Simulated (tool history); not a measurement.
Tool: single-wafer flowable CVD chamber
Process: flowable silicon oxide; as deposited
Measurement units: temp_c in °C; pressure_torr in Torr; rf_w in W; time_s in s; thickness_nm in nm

run,hour,temp_c,pressure_torr,rf_w,time_s,thickness_nm
1,0,95,0.795,2695,481,374.84
2,8.2,99,0.795,2695,481,323.3
3,14,102,0.795,2695,481,287.95
4,22.1,98,0.795,2695,481,336
5,29.4,98,0.719,2695,481,305.04
6,34.1,98,0.662,2695,481,281.12
7,39.8,107,0.661,2695,481,199.88

The next listed run, before its measurement:
8,44.2,106,0.661,2695,481,?

Run 8 measured thickness_nm 206.78 nm.
